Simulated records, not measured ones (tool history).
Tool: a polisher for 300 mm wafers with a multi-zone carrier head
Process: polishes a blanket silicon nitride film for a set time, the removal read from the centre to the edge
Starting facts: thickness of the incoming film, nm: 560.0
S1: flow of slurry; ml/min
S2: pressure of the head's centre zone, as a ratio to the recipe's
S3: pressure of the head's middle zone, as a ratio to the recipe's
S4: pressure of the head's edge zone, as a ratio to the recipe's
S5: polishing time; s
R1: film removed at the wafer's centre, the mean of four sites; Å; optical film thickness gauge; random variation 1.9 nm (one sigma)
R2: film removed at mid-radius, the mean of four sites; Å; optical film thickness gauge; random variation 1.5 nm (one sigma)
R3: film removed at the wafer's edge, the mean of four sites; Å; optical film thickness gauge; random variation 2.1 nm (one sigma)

run	day	S1	S2	S3	S4	S5	R1	R2	R3
1	0	130	1	1	1	70	1457	1354.3	1303.4
2	0.112	130	1	1	1.03	70	1512.5	1340.3	1330.7
3	0.483	115	1	1	1.03	70	1439.7	1318.1	1313.6
4	0.608	130	1.02	1	1.04	70	1501.2	1360.3	1319.1
5	0.667	130	1.02	1	1.12	70	1495.2	1358.3	1367.1
# day 0.979: centre zone pressure recalibrated
6	0.979	130	1.02	1	1.12	64	1278.1	1253.9	1240.5
7	1.142	135	1.05	0.99	1.12	66	1356.1	1278.4	1305.2

Forecast run 8:
8	1.296	140	1.07	0.98	1.06	69	?	?	?

R1: 1478.6 Å
R2: 1340.8 Å
R3: 1316.6 Å

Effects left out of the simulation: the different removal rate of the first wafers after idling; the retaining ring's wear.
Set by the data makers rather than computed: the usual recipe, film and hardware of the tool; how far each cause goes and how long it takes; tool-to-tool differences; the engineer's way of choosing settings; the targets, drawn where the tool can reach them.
